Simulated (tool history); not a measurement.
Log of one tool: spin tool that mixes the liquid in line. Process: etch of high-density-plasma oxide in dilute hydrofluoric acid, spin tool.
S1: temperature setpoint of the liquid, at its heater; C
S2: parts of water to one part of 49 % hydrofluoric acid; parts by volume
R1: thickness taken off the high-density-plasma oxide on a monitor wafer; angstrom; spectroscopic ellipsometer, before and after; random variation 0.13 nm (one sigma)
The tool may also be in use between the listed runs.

Run 1, hour 0: S1 22 C, S2 155 parts by volume, time under the liquid (s) 320. Result: R1 97.522 angstrom.
Run 2, hour 2.9: S1 23.5 C, S2 140 parts by volume, time under the liquid (s) 320. Result: R1 114.79 angstrom.
Run 3, hour 11.6: S1 23.5 C, S2 190 parts by volume, time under the liquid (s) 320. Result: R1 79.733 angstrom.
Run 4, hour 12.7: S1 25.5 C, S2 190 parts by volume, time under the liquid (s) 320. Result: R1 86.588 angstrom.
Run 5, hour 20: S1 26.5 C, S2 170 parts by volume, time under the liquid (s) 320. Result: R1 103.2 angstrom.
Run 6, hour 24.3: S1 26.5 C, S2 140 parts by volume, time under the liquid (s) 320. Result: R1 129.87 angstrom.
Run 7, hour 28: S1 27 C, S2 130 parts by volume, time under the liquid (s) 320. Result: R1 142.32 angstrom.

Run 8 comes next. What will it give?
Run 8, hour 30.8: S1 27.5 C, S2 120 parts by volume, time under the liquid (s) 320. Result: R1 ?.

Run 8 gave R1 161.33 angstrom.
